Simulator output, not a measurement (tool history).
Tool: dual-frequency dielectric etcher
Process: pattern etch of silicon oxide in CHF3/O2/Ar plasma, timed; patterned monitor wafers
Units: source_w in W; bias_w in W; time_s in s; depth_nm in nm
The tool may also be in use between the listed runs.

run	hour	source_w	bias_w	time_s	depth_nm
1	0.0	560	133	733.0	1414.8
2	6.7	560	133	733.0	1390.3
3	12.3	560	155	733.0	1462.4
4	15.7	560	166	733.0	1493.3
5	18.9	560	181	733.0	1555.9
6	25.5	560	181	766.5	1615.3
7	28.1	580	182	766.5	1646.8

The next listed run, before its measurement:
8	32.3	590	183	766.5	?

Run 8 gave depth_nm 1658.1 nm.
